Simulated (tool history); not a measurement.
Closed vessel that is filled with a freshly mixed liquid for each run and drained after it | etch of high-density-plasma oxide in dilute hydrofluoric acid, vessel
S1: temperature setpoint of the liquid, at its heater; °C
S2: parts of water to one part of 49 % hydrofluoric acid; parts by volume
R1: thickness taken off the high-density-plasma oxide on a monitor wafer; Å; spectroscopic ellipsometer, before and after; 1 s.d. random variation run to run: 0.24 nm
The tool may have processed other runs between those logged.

run 1 hour=0.0 | S1=20.0 S2=135 time_in_the_liquid_(s)=640 | R1=187.14
run 2 hour=6.0 | S1=21.5 S2=135 time_in_the_liquid_(s)=640 | R1=199.53
run 3 hour=8.3 | S1=21.5 S2=95 time_in_the_liquid_(s)=640 | R1=296.99
run 4 hour=10.2 | S1=18.0 S2=95 time_in_the_liquid_(s)=640 | R1=256.43
run 5 hour=17.0 | S1=18.0 S2=95 time_in_the_liquid_(s)=690 | R1=272.82
run 6 hour=20.2 | S1=18.0 S2=135 time_in_the_liquid_(s)=690 | R1=186.91
run 7 hour=21.9 | S1=20.0 S2=130 time_in_the_liquid_(s)=690 | R1=211.65
run 8 hour=22.9 | S1=21.5 S2=125 time_in_the_liquid_(s)=690 | R1=237.11
run 9 hour=31.7 | S1=23.0 S2=120 time_in_the_liquid_(s)=690 | R1=263.97
run 10 hour=37.4 | S1=24.0 S2=120 time_in_the_liquid_(s)=690 | R1=272.85
run 11 hour=46.2 | S1=25.0 S2=120 time_in_the_liquid_(s)=690 | R1=284.50
run 12 hour=49.4 | S1=25.5 S2=120 time_in_the_liquid_(s)=690 | R1=290.92
run 13 hour=52.2 | S1=26.0 S2=120 time_in_the_liquid_(s)=690 | R1=297.46
run 14 hour=53.0 | S1=26.0 S2=120 time_in_the_liquid_(s)=690 | R1=293.88
run 15 hour=54.9 | S1=26.5 S2=120 time_in_the_liquid_(s)=690 | R1=303.00
run 16 hour=60.8 | S1=27.0 S2=120 time_in_the_liquid_(s)=690 | R1=303.80

Forecast run 17:
run 17 hour=63.1 | S1=27.5 S2=115 time_in_the_liquid_(s)=690 | R1=?

R1: 324.93 Å

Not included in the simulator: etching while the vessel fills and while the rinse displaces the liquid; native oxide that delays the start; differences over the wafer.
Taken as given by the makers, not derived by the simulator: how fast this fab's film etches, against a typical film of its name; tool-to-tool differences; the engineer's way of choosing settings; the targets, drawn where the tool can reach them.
